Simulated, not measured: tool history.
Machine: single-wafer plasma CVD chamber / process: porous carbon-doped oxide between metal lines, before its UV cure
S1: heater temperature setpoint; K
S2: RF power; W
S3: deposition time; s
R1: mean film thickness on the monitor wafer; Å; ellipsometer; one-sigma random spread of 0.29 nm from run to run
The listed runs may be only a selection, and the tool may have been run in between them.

{"run": 1, "hour": 0.0, "S1": 588.15, "S2": 590, "S3": 12.8, "R1": 731.0}
{"run": 2, "hour": 3.3, "S1": 588.15, "S2": 590, "S3": 12.8, "R1": 734.37}
{"run": 3, "hour": 4.6, "S1": 592.15, "S2": 565, "S3": 12.8, "R1": 693.46}
{"run": 4, "hour": 11.0, "S1": 592.15, "S2": 595, "S3": 12.8, "R1": 722.13}
{"run": 5, "hour": 13.0, "S1": 592.15, "S2": 645, "S3": 12.8, "R1": 764.39}
{"run": 6, "hour": 19.5, "S1": 596.15, "S2": 615, "S3": 12.7, "R1": 721.01}
{"run": 7, "hour": 20.6, "S1": 599.15, "S2": 590, "S3": 12.7, "R1": 681.44}
{"run": 8, "hour": 23.4, "S1": 602.15, "S2": 580, "S3": 12.7, "R1": 668.28}
{"run": 9, "hour": 24.3, "S1": 604.15, "S2": 565, "S3": 12.7, "R1": 650.83}
{"run": 10, "hour": 25.1, "S1": 611.15, "S2": 510, "S3": 12.6, "R1": 572.47}
{"run": 11, "hour": 31.3, "S1": 610.15, "S2": 510, "S3": 12.6, "R1": 577.36}
{"run": 12, "hour": 39.7, "S1": 609.15, "S2": 510, "S3": 12.6, "R1": 581.1}

Run 13 is up next; what results do you expect?
{"run": 13, "hour": 42.2, "S1": 608.15, "S2": 510, "S3": 12.6, "R1": "?"}

R1: 582.70 Å
